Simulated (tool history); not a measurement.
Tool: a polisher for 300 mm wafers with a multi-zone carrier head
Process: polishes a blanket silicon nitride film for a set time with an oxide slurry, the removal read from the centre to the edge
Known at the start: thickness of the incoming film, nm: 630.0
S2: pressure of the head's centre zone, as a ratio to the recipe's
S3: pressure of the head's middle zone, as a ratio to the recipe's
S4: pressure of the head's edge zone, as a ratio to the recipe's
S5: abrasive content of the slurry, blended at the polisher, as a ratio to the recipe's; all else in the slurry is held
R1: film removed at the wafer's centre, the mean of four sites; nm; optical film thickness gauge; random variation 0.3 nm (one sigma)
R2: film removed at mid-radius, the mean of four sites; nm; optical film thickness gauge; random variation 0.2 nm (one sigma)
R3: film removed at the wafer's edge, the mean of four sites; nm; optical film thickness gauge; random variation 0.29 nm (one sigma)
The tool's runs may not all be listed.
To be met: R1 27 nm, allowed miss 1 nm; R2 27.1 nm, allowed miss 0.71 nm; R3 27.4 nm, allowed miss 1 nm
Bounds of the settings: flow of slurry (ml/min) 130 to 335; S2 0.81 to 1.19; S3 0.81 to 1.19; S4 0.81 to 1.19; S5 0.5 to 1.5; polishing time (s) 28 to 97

Run 1, hour 0: flow of slurry (ml/min) 215, S2 1, S3 1, S4 1, S5 1, polishing time (s) 62. Result: R1 46.27 nm, R2 46.48 nm, R3 46.208 nm.
Run 2, hour 4: flow of slurry (ml/min) 215, S2 1, S3 0.96, S4 1, S5 1, polishing time (s) 62. Result: R1 46.32 nm, R2 43.987 nm, R3 45.623 nm.
Run 3, hour 7: flow of slurry (ml/min) 215, S2 1, S3 0.96, S4 0.96, S5 1, polishing time (s) 62. Result: R1 46.22 nm, R2 44.157 nm, R3 45.43 nm.
Run 4, hour 9.4: flow of slurry (ml/min) 215, S2 0.99, S3 0.96, S4 0.94, S5 0.85, polishing time (s) 58. Result: R1 38.602 nm, R2 38.873 nm, R3 38.83 nm.
Run 5, hour 11.1: flow of slurry (ml/min) 215, S2 0.99, S3 0.96, S4 0.94, S5 1.05, polishing time (s) 58. Result: R1 43.939 nm, R2 42.41 nm, R3 42.309 nm.
Run 6, hour 19.9: flow of slurry (ml/min) 215, S2 0.99, S3 0.96, S4 0.94, S5 1.05, polishing time (s) 51. Result: R1 39.079 nm, R2 37.984 nm, R3 38.346 nm.
Run 7, hour 28.5: flow of slurry (ml/min) 215, S2 0.99, S3 0.94, S4 0.91, S5 0.9, polishing time (s) 51. Result: R1 35.592 nm, R2 34.034 nm, R3 34.7 nm.
Run 8, hour 37.1: flow of slurry (ml/min) 215, S2 0.98, S3 0.93, S4 0.88, S5 0.8, polishing time (s) 51. Result: R1 32.067 nm, R2 31.572 nm, R3 31.797 nm.
Run 9, hour 42.4: flow of slurry (ml/min) 210, S2 0.97, S3 0.92, S4 0.86, S5 0.75, polishing time (s) 51. Result: R1 31.419 nm, R2 29.722 nm, R3 29.087 nm.
Run 10, hour 46.3: flow of slurry (ml/min) 200, S2 0.94, S3 0.91, S4 0.88, S5 0.75, polishing time (s) 51. Result: R1 29.256 nm, R2 29.414 nm, R3 29.577 nm.
Run 11, hour 54.8: flow of slurry (ml/min) 185, S2 0.93, S3 0.9, S4 0.87, S5 0.75, polishing time (s) 51. Result: R1 28.816 nm, R2 29.228 nm, R3 29.272 nm.
Run 12, hour 63.5: flow of slurry (ml/min) 180, S2 0.92, S3 0.88, S4 0.86, S5 0.75, polishing time (s) 51. Result: R1 28.424 nm, R2 28.206 nm, R3 29.566 nm.
Run 13, hour 72: flow of slurry (ml/min) 180, S2 0.92, S3 0.88, S4 0.85, S5 0.75, polishing time (s) 51. Result: R1 28.428 nm, R2 27.991 nm, R3 29.35 nm.
Run 14, hour 80.8: flow of slurry (ml/min) 180, S2 0.92, S3 0.88, S4 0.84, S5 0.75, polishing time (s) 51. Result: R1 28.551 nm, R2 28.293 nm, R3 29.07 nm.
Run 15, hour 88.8: flow of slurry (ml/min) 180, S2 0.92, S3 0.88, S4 0.83, S5 0.75, polishing time (s) 51. Result: R1 28.824 nm, R2 28.27 nm, R3 28.643 nm.
Run 16, hour 91: flow of slurry (ml/min) 175, S2 0.91, S3 0.88, S4 0.82, S5 0.75, polishing time (s) 51. Result: R1 27.988 nm, R2 28.288 nm, R3 28.27 nm.
Run 17, hour 92.8: flow of slurry (ml/min) 175, S2 0.91, S3 0.88, S4 0.82, S5 0.75, polishing time (s) 51. Result: R1 28.677 nm, R2 27.988 nm, R3 28.976 nm.
Run 18, hour 93.5: flow of slurry (ml/min) 180, S2 0.91, S3 0.88, S4 0.82, S5 0.75, polishing time (s) 51. Result: R1 28.255 nm, R2 28.06 nm, R3 28.405 nm.
Run 19, hour 98.5: flow of slurry (ml/min) 180, S2 0.9, S3 0.88, S4 0.81, S5 0.65, polishing time (s) 51. Result: R1 25.475 nm, R2 25.429 nm, R3 25.654 nm.
Run 20, hour 99.5: flow of slurry (ml/min) 180, S2 0.91, S3 0.89, S4 0.83, S5 0.65, polishing time (s) 51. Result: R1 25.32 nm, R2 25.984 nm, R3 26.202 nm.
Run 21, hour 103.2: flow of slurry (ml/min) 190, S2 0.92, S3 0.89, S4 0.84, S5 0.65, polishing time (s) 51. Result: R1 25.733 nm, R2 25.661 nm, R3 26.04 nm.
Run 22, hour 110: flow of slurry (ml/min) 185, S2 0.93, S3 0.9, S4 0.85, S5 0.65, polishing time (s) 51. Result: R1 25.989 nm, R2 26.166 nm, R3 26.657 nm.
Run 23, hour 114.8: flow of slurry (ml/min) 190, S2 0.93, S3 0.9, S4 0.86, S5 0.65, polishing time (s) 51. Result: R1 26.446 nm, R2 26.084 nm, R3 26.43 nm.
Run 24, hour 116.7: flow of slurry (ml/min) 190, S2 0.93, S3 0.91, S4 0.87, S5 0.65, polishing time (s) 51. Result: R1 26.179 nm, R2 26.174 nm, R3 26.636 nm.

5 next moves are on the table. One of them brings every result within its allowed miss. Which?
Run A, hour 118.6: flow of slurry (ml/min) 180, S2 0.89, S3 0.95, S4 0.96, S5 0.8, polishing time (s) 44. Result: R1 ?, R2 ?, R3 ?.
Run B, hour 118.6: flow of slurry (ml/min) 155, S2 0.96, S3 0.95, S4 0.93, S5 0.6, polishing time (s) 55. Result: R1 ?, R2 ?, R3 ?.
Run C, hour 118.6: flow of slurry (ml/min) 180, S2 0.93, S3 0.9, S4 0.9, S5 0.7, polishing time (s) 47. Result: R1 ?, R2 ?, R3 ?.
Run D, hour 118.6: flow of slurry (ml/min) 180, S2 0.9, S3 0.81, S4 0.84, S5 0.5, polishing time (s) 65. Result: R1 ?, R2 ?, R3 ?.
Run E, hour 118.6: flow of slurry (ml/min) 190, S2 0.86, S3 0.89, S4 0.94, S5 0.85, polishing time (s) 42. Result: R1 ?, R2 ?, R3 ?.

move      R1      R2      R3
   A  25.326  27.022  27.737
   B  27.127  26.856  27.272
   C  25.761  25.141  26.218
   D  25.793  23.881  26.348
   E  24.406  25.531  27.377
A: brings the result that was furthest off to its target, and leaves another outside
B: meets every target
C: further off than the last run
D: further off than the last run
E: further off than the last run
Answer: B
